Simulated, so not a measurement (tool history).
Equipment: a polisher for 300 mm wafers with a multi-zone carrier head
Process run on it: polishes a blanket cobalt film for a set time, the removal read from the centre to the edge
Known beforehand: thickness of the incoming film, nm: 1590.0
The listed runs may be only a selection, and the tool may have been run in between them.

| run | day | flow of slurry (ml/min) | pressure of the head's centre zone | pressure of the head's middle zone | pressure of the head's edge zone | polishing time (s) | film removed at the wafer's centre (nm) | film removed at mid-radius (nm) | film removed at the wafer's edge (nm) |
|---|---|---|---|---|---|---|---|---|---|
| 1 | 0.000 | 150 | 1.00 | 1.00 | 1.00 | 62 | 307.37 | 295.17 | 300.61 |
| 2 | 0.312 | 140 | 1.01 | 0.94 | 0.98 | 55 | 274.08 | 243.89 | 267.10 |
| 3 | 0.554 | 140 | 1.05 | 0.94 | 0.98 | 55 | 278.89 | 243.56 | 262.30 |
| 4 | 0.612 | 140 | 1.05 | 0.94 | 0.98 | 70 | 364.60 | 305.88 | 343.39 |
| 5 | 0.825 | 140 | 1.05 | 0.94 | 0.93 | 70 | 366.57 | 309.76 | 328.99 |
| 6 | 1.088 | 140 | 1.05 | 0.94 | 0.93 | 85 | 441.86 | 376.82 | 396.10 |
| 7 | 1.225 | 130 | 1.04 | 0.90 | 0.91 | 70 | 349.99 | 294.89 | 326.98 |
| 8 | 1.271 | 130 | 1.04 | 0.90 | 0.91 | 70 | 355.46 | 296.83 | 326.07 |

For run 9, what comes out?
| 9 | 1.454 | 125 | 1.05 | 0.88 | 0.91 | 59 | ? | ? | ? |

Run 9 yielded film removed at the wafer's centre (nm) 292.17, film removed at mid-radius (nm) 242.35, film removed at the wafer's edge (nm) 277.10.
